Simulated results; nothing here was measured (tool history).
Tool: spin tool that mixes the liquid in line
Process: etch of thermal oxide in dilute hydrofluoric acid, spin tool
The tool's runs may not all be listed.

run	hour	temperature setpoint of the liquid (C)	parts of water to one part of 49 % hydrofluoric acid (parts by volume)	time under the liquid (s)	thickness taken off the thermal oxide on a monitor wafer (angstrom)
1	0.0	23.0	250	325	50.485
2	5.0	20.5	250	325	45.820
3	6.6	18.5	250	325	42.417
4	14.1	20.0	230	325	50.539
5	15.5	20.0	230	325	49.671
6	22.0	20.0	230	345	52.732
7	24.9	21.0	215	345	59.335
# hour 25.8: thermometer replaced
8	25.8	25.0	115	345	152.940
9	28.7	24.5	115	345	151.880
10	33.3	24.0	115	345	149.860

Forecast run 11:
11	37.8	23.0	115	345	?

thickness taken off the thermal oxide on a monitor wafer (angstrom): 144.690
